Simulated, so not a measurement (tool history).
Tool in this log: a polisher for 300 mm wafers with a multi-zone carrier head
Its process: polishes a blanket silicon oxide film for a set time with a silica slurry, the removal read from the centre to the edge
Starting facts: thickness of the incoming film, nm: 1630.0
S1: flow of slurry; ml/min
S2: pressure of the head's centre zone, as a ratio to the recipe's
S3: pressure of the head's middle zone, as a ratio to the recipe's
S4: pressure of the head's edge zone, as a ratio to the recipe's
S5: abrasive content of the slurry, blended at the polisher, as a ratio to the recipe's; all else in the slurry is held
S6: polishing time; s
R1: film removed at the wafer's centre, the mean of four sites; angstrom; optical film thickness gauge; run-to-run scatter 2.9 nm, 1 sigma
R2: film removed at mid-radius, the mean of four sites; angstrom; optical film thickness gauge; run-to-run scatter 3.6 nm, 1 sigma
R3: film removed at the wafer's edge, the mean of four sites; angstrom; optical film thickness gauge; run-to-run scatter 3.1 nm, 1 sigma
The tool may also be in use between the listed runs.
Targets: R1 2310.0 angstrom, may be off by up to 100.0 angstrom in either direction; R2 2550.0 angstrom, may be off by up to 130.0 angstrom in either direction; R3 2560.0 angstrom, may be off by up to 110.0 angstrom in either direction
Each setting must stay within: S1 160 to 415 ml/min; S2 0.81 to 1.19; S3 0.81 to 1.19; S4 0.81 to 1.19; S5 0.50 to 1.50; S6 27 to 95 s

run  hour   S1    S2    S3    S4    S5  S6      R1      R2      R3
  1   0.0  265  1.00  1.00  1.00  1.00  61  2175.5  2031.0  2001.0
  2   4.1  215  1.00  1.00  1.00  1.00  61  2075.5  1983.2  1979.3
  3  11.0  165  1.00  1.00  1.00  1.00  61  1939.0  1854.5  1919.0
  4  13.0  165  0.92  1.00  1.00  1.00  61  1831.5  1863.6  1868.6
  5  18.8  165  0.92  1.03  1.00  1.00  61  1846.2  1910.9  1927.2
  6  20.0  165  0.85  1.03  1.00  1.00  61  1670.4  1938.0  1931.2
  7  28.7  180  0.87  1.04  1.02  1.05  61  1768.2  1964.5  1992.8
  8  32.5  195  0.88  1.06  1.03  1.10  61  1868.7  2072.6  2058.1
  9  38.8  205  0.88  1.07  1.05  1.15  61  1915.2  2167.1  2111.9
 10  40.7  215  0.88  1.07  1.07  1.20  61  1907.3  2162.9  2159.9
 11  48.9  225  0.89  1.07  1.08  1.25  61  1971.8  2214.5  2227.1
 12  51.4  235  0.90  1.07  1.09  1.30  61  2044.8  2292.3  2239.9
 13  57.9  240  0.90  1.07  1.10  1.35  61  2057.2  2298.4  2286.2

Of the 5 settings listed for the next run, only one would bring every result within its allowed miss of target. Which one?
  A  64.4  230  0.88  1.00  1.15  1.50  53   ?   ?   ?
  B  64.4  235  0.81  1.13  1.03  1.15  65   ?   ?   ?
  C  64.4  240  0.81  1.18  1.10  1.35  61   ?   ?   ?
  D  64.4  255  0.84  1.06  1.13  1.30  58   ?   ?   ?
  E  64.4  220  0.90  1.05  1.10  1.40  69   ?   ?   ?

move      R1      R2      R3
   A  1820.5  1882.6  2015.0
   B  1924.3  2390.4  2175.1
   C  1893.2  2439.3  2206.9
   D  1859.1  2109.3  2120.7
   E  2362.3  2491.6  2503.7
A: moves away from the targets compared with the last run
B: moves away from the targets compared with the last run
C: moves away from the targets compared with the last run
D: moves away from the targets compared with the last run
E: hits every target within its allowed miss
The move that meets every target is E.
